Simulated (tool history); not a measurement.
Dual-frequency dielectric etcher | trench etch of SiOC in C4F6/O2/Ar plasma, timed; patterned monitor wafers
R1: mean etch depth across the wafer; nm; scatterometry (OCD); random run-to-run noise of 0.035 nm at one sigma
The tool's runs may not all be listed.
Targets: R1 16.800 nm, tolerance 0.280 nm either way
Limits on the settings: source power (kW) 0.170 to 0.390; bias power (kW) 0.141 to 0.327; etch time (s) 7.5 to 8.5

{"run": 1, "hour": 0.0, "source power (kW)": 0.28, "bias power (kW)": 0.234, "etch time (s)": 8.5, "R1": 18.394}
{"run": 2, "hour": 7.0, "source power (kW)": 0.26, "bias power (kW)": 0.232, "etch time (s)": 8.5, "R1": 17.801}
{"run": 3, "hour": 8.7, "source power (kW)": 0.25, "bias power (kW)": 0.231, "etch time (s)": 8.5, "R1": 17.503}
{"run": 4, "hour": 11.2, "source power (kW)": 0.25, "bias power (kW)": 0.231, "etch time (s)": 7.5, "R1": 15.482}
{"run": 5, "hour": 17.4, "source power (kW)": 0.26, "bias power (kW)": 0.232, "etch time (s)": 7.5, "R1": 15.756}
{"hour": 25.6, "done": "wet clean of the chamber"}
{"run": 6, "hour": 25.6, "source power (kW)": 0.27, "bias power (kW)": 0.233, "etch time (s)": 7.5, "R1": 15.558}
{"run": 7, "hour": 28.8, "source power (kW)": 0.29, "bias power (kW)": 0.243, "etch time (s)": 7.5, "R1": 16.178}
{"run": 8, "hour": 31.8, "source power (kW)": 0.3, "bias power (kW)": 0.247, "etch time (s)": 7.5, "R1": 16.429}

Pick the move, out of 4, that brings all results within their allowed miss; only one does.
{"run": "A", "hour": 34.8, "source power (kW)": 0.34, "bias power (kW)": 0.251, "etch time (s)": 7.5, "R1": "?"}
{"run": "B", "hour": 34.8, "source power (kW)": 0.26, "bias power (kW)": 0.25, "etch time (s)": 7.5, "R1": "?"}
{"run": "C", "hour": 34.8, "source power (kW)": 0.31, "bias power (kW)": 0.227, "etch time (s)": 8.0, "R1": "?"}
{"run": "D", "hour": 34.8, "source power (kW)": 0.28, "bias power (kW)": 0.231, "etch time (s)": 8.0, "R1": "?"}

move=A R1=17.341
move=B R1=15.564
move=C R1=17.428
move=D R1=16.797
A: pushes the last run's worst result past its target
B: moves away from the targets compared with the last run
C: pushes the last run's worst result past its target
D: every result within its allowed miss
So the answer is move D, the one that meets all the targets.

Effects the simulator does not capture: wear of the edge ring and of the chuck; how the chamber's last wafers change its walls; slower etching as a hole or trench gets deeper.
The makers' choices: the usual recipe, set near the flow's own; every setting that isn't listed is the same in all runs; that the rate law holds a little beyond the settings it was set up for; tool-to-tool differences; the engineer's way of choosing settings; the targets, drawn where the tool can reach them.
